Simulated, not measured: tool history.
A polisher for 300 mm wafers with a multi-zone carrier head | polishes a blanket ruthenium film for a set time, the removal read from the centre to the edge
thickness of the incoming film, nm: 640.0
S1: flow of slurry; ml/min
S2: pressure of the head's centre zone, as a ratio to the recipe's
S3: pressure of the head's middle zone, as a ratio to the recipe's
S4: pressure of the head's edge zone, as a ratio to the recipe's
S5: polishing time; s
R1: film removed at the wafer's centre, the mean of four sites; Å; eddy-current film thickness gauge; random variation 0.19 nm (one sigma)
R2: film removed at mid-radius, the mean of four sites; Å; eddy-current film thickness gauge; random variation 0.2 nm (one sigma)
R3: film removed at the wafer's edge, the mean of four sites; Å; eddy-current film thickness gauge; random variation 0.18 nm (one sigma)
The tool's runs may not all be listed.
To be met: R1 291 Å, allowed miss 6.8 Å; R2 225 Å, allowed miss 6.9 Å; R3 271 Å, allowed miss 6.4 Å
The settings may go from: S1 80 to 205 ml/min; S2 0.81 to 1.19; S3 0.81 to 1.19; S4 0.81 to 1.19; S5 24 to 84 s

| run | day | S1 | S2 | S3 | S4 | S5 | R1 | R2 | R3 |
|---|---|---|---|---|---|---|---|---|---|
| 1 | 0 | 135 | 1 | 1 | 1 | 54 | 467.03 | 460.06 | 446.21 |
| 2 | 0.108 | 130 | 1.01 | 0.97 | 1 | 50 | 433.3 | 411.76 | 411.55 |
| 3 | 0.258 | 125 | 1.02 | 0.95 | 1 | 47 | 406.16 | 381.84 | 388.66 |
| 4 | 0.579 | 125 | 0.98 | 0.95 | 1 | 47 | 391.82 | 379.83 | 384.25 |
| 5 | 0.854 | 120 | 1 | 0.93 | 1.01 | 44 | 373.16 | 352.06 | 358.06 |
| 6 | 1.154 | 120 | 1 | 0.93 | 1.09 | 44 | 370.31 | 346.12 | 372.09 |
| 7 | 1.304 | 115 | 1.02 | 0.91 | 1.1 | 42 | 356.3 | 323.44 | 356.88 |
| 8 | 1.542 | 110 | 1.03 | 0.9 | 1.1 | 40 | 343.23 | 297.58 | 344.04 |
| 9 | 1.862 | 110 | 1.03 | 0.9 | 1.1 | 40 | 345.41 | 303.06 | 337.98 |
| 10 | 2.167 | 105 | 1.04 | 0.89 | 1.1 | 39 | 332.43 | 291 | 329.6 |
| 11 | 2.438 | 105 | 1.05 | 0.88 | 1.1 | 38 | 329.57 | 280.32 | 319.52 |

4 next moves are on the table. One of them brings every result within its allowed miss. Which?
| A | 2.708 | 175 | 1.07 | 0.81 | 1.12 | 30 | ? | ? | ? |
| B | 2.708 | 80 | 0.9 | 0.9 | 1.19 | 43 | ? | ? | ? |
| C | 2.708 | 90 | 0.95 | 0.96 | 1.05 | 41 | ? | ? | ? |
| D | 2.708 | 80 | 0.81 | 1 | 1.08 | 46 | ? | ? | ? |

| move | R1 | R2 | R3 |
|---|---|---|---|
| A | 292.22 | 225.56 | 271.27 |
| B | 303.15 | 309.65 | 365.97 |
| C | 313.35 | 318.57 | 332.02 |
| D | 291.8 | 362.03 | 371.99 |
A: meets every target
B: further off than the last run
C: further off than the last run
D: further off than the last run
Answer: A

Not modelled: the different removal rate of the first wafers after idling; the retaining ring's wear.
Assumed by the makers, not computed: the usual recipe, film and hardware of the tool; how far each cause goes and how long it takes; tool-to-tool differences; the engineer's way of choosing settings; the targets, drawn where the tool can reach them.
